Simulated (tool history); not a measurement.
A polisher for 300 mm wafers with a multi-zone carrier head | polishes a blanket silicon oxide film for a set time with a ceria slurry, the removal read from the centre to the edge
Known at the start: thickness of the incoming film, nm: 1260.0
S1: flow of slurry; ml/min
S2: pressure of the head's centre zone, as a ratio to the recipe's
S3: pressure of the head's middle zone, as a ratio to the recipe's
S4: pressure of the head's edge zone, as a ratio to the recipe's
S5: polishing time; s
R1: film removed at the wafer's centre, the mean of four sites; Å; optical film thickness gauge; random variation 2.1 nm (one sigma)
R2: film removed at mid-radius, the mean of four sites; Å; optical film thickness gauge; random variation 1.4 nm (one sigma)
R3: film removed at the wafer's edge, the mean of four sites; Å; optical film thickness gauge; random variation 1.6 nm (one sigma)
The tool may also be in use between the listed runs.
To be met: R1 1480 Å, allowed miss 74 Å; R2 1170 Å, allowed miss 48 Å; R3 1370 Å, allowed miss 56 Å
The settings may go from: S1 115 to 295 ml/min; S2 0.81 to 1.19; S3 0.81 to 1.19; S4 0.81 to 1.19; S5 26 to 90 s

| run | day | S1 | S2 | S3 | S4 | S5 | R1 | R2 | R3 |
|---|---|---|---|---|---|---|---|---|---|
| 1 | 0 | 190 | 1 | 1 | 1 | 58 | 2321.2 | 2232.9 | 2238.5 |
| 2 | 0.038 | 180 | 1.01 | 0.95 | 0.99 | 51 | 1990.5 | 1829.1 | 1981.9 |
| 3 | 0.246 | 180 | 1.01 | 0.95 | 0.91 | 51 | 2040 | 1842 | 1894 |
| 4 | 0.417 | 175 | 1.02 | 0.92 | 0.89 | 46 | 1842.5 | 1640.1 | 1705.1 |
| 5 | 0.475 | 175 | 1.09 | 0.92 | 0.89 | 46 | 1944.1 | 1604.9 | 1681.9 |
| 6 | 0.733 | 170 | 1.08 | 0.89 | 0.89 | 43 | 1833.8 | 1482.2 | 1589.2 |
| 7 | 0.979 | 165 | 1.07 | 0.87 | 0.9 | 41 | 1681.7 | 1366.4 | 1473.1 |
| 8 | 1.075 | 155 | 1.07 | 0.85 | 0.93 | 41 | 1692.7 | 1327.2 | 1514.7 |
| 9 | 1.175 | 150 | 1.06 | 0.84 | 0.93 | 40 | 1609.3 | 1278.9 | 1476.5 |
| 10 | 1.492 | 145 | 1.06 | 0.83 | 0.92 | 39 | 1527 | 1211 | 1423.8 |
| 11 | 1.788 | 140 | 1.06 | 0.83 | 0.91 | 39 | 1528.2 | 1218.8 | 1395.6 |
| 12 | 1.988 | 140 | 1.06 | 0.83 | 0.91 | 39 | 1566.1 | 1209.3 | 1421.3 |
| 13 | 2.292 | 140 | 1.05 | 0.83 | 0.9 | 39 | 1519.7 | 1237.7 | 1400.8 |

5 next moves are on the table. One of them brings every result within its allowed miss. Which?
| A | 2.596 | 140 | 1.14 | 0.93 | 0.81 | 40 | ? | ? | ? |
| B | 2.596 | 115 | 0.97 | 0.89 | 0.86 | 44 | ? | ? | ? |
| C | 2.596 | 195 | 0.97 | 0.84 | 0.86 | 40 | ? | ? | ? |
| D | 2.596 | 150 | 1.03 | 0.81 | 0.96 | 39 | ? | ? | ? |
| E | 2.596 | 120 | 1.08 | 0.85 | 0.95 | 38 | ? | ? | ? |

| move | R1 | R2 | R3 |
|---|---|---|---|
| A | 1726.5 | 1364 | 1385 |
| B | 1543.6 | 1392.5 | 1522.9 |
| C | 1556.8 | 1323.2 | 1479.7 |
| D | 1539.8 | 1201.8 | 1474 |
| E | 1500.3 | 1167.4 | 1386.2 |
A: further off than the last run
B: further off than the last run
C: further off than the last run
D: brings the result that was furthest off to its target, and leaves another outside
E: meets every target
The right move is E.

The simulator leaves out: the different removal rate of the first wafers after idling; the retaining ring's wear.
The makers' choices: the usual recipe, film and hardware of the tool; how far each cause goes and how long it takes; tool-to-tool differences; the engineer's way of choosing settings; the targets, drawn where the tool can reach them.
